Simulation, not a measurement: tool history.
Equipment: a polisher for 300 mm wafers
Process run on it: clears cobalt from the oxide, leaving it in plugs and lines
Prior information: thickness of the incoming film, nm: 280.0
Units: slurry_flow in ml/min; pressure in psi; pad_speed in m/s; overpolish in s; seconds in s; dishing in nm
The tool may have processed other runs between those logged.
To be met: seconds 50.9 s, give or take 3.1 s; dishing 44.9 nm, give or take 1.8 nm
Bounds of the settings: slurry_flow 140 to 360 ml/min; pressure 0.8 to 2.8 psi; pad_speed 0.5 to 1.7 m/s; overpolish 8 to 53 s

| run | hour | slurry_flow | pressure | pad_speed | overpolish | seconds | dishing |
|---|---|---|---|---|---|---|---|
| 1 | 0 | 230 | 1.8 | 1.1 | 27 | 53.744 | 73.047 |
| 2 | 8.7 | 230 | 1.8 | 1.1 | 21 | 54.314 | 65.1 |
| 3 | 12 | 225 | 1.8 | 1.1 | 17 | 53.248 | 56.314 |
| 4 | 17.6 | 225 | 1.8 | 1.32 | 17 | 44.928 | 61.636 |
| 5 | 20.5 | 210 | 1.7 | 1.34 | 14 | 48.069 | 52.453 |
| 6 | 24.1 | 195 | 1.7 | 1.36 | 13 | 45.695 | 51.297 |
| 7 | 28.7 | 185 | 1.5 | 1.36 | 9 | 54.385 | 33.346 |
| 8 | 30.7 | 220 | 1.5 | 1.36 | 9 | 52.924 | 34.791 |
| 9 | 31.2 | 220 | 1.6 | 1.32 | 10 | 52.62 | 38.757 |
| 10 | 37.6 | 220 | 1.8 | 1.24 | 13 | 48.099 | 48.826 |

Of the 4 settings listed for the next run, only one would bring every result within its allowed miss of target. Which one?
| A | 44 | 280 | 1.7 | 1.22 | 12 | ? | ? |
| B | 44 | 225 | 1.5 | 1.32 | 17 | ? | ? |
| C | 44 | 175 | 1.6 | 1.56 | 14 | ? | ? |
| D | 44 | 230 | 1.9 | 1.18 | 14 | ? | ? |

| move | seconds | dishing |
|---|---|---|
| A | 51.22 | 45.962 |
| B | 54.828 | 56.219 |
| C | 45.314 | 56.026 |
| D | 48.515 | 53.466 |
A: all results in spec
B: misses by more than the last run did
C: misses by more than the last run did
D: misses by more than the last run did
A meets every target.
